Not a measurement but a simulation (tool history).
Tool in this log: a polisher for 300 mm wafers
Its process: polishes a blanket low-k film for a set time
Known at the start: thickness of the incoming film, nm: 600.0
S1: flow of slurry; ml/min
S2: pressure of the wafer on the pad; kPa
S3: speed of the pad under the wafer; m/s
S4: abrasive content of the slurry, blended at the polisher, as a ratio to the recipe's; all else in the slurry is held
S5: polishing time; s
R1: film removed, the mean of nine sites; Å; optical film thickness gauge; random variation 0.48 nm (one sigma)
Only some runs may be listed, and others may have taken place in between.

run  hour   S1    S2    S3   S4  S5      R1
  1   0.0  235   9.0  1.06  1.0  99  234.32
  2   1.5  235   9.7  1.06  1.0  99  247.20
  3   6.8  235  10.3  1.06  1.0  99  259.52
  4  10.2  190  10.3  1.06  1.0  99  259.72
  5  12.7  190   8.3  1.06  1.0  99  206.33
  6  20.4  190   6.2  1.06  1.0  99  156.46
  7  23.1  190   6.9  1.06  1.0  99  172.65
  8  27.0  190   7.6  1.06  1.0  99  190.66
  9  28.2  190   8.3  1.06  1.0  99  202.50
 10  28.7  190   9.0  1.06  1.0  99  226.95
 11  32.6  190   9.0  1.06  1.0  99  222.20
 12  41.6  190   9.7  1.06  1.0  99  241.17
 13  43.9  190  12.4  1.10  1.0  99  317.96

Run 14, settings as shown, results not yet in. Your forecast:
 14  52.3  195  12.4  1.10  1.0  99   ?

{"run 14": {"R1": 312.07}}
